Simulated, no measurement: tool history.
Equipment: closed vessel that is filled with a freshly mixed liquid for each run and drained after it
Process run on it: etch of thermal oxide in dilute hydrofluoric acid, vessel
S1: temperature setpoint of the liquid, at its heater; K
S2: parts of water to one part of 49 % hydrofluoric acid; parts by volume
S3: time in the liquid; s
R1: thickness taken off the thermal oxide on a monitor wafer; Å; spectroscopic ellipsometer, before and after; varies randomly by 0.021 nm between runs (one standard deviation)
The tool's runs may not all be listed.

{"run": 1, "hour": 0.0, "S1": 296.15, "S2": 165, "S3": 290, "R1": 68.888}
{"run": 2, "hour": 2.4, "S1": 296.15, "S2": 130, "S3": 290, "R1": 91.234}
{"run": 3, "hour": 7.0, "S1": 294.65, "S2": 155, "S3": 290, "R1": 70.446}
{"run": 4, "hour": 14.4, "S1": 294.65, "S2": 185, "S3": 290, "R1": 56.653}
{"run": 5, "hour": 17.5, "S1": 294.65, "S2": 185, "S3": 310, "R1": 60.934}
{"run": 6, "hour": 18.4, "S1": 293.65, "S2": 200, "S3": 310, "R1": 52.933}
{"run": 7, "hour": 24.9, "S1": 292.65, "S2": 210, "S3": 310, "R1": 48.765}
{"run": 8, "hour": 31.4, "S1": 292.15, "S2": 220, "S3": 310, "R1": 44.704}

Expected results for the next run?
{"hour": 39.7, "done": "thermometer replaced"}
{"run": 9, "hour": 39.7, "S1": 291.65, "S2": 225, "S3": 310, "R1": "?"}

{"run 9": {"R1": 40.427}}
